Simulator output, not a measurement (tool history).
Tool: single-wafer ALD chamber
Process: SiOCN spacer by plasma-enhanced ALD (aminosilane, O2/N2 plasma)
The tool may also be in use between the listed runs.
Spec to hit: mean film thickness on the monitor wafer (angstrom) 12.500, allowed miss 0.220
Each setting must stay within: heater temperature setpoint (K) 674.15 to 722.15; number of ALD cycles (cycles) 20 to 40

run    day  heater temperature setpoint (K)  number of ALD cycles (cycles)  mean film thickness on the monitor wafer (angstrom)
  1  0.000                           698.15                             30                                               16.561
  2  0.367                           705.15                             30                                               16.091
  3  0.417                           707.15                             29                                               15.461
  4  0.712                           700.15                             29                                               15.869
  5  1.062                           706.15                             29                                               15.536
  6  1.412                           696.15                             29                                               16.182
  7  1.746                           700.15                             28                                               15.262
  8  1.904                           703.15                             27                                               14.612
  9  1.983                           705.15                             26                                               13.989
 10  2.133                           707.15                             26                                               13.790
 11  2.496                           709.15                             26                                               13.723
     2.658  -- thermocouple changed; heater temperature recalibrated
 12  2.658                           711.15                             26                                               14.004
 13  3.000                           711.15                             25                                               13.374
 14  3.142                           712.15                             25                                               13.318
 15  3.329                           713.15                             25                                               13.273
 16  3.654                           713.15                             25                                               13.296
 17  3.967                           714.15                             25                                               13.250
 18  4.204                           715.15                             25                                               13.212
 19  4.483                           720.15                             23                                               11.932

Of the 5 settings listed for the next run, only one would bring every result within its allowed miss of target. Which one?
  A  4.762                           720.15                             24                                                    ?
  B  4.762                           722.15                             22                                                    ?
  C  4.762                           720.15                             21                                                    ?
  D  4.762                           719.15                             22                                                    ?
  E  4.762                           719.15                             25                                                    ?

move  mean film thickness on the monitor wafer (angstrom)
   A                                               12.483
   B                                               11.351
   C                                               10.923
   D                                               11.489
   E                                               13.055
A: all results land within tolerance of their targets
B: lands further from the targets than the last run did
C: lands further from the targets than the last run did
D: lands further from the targets than the last run did
E: carries the result that was furthest off beyond its target, to the other side
The right move is A.
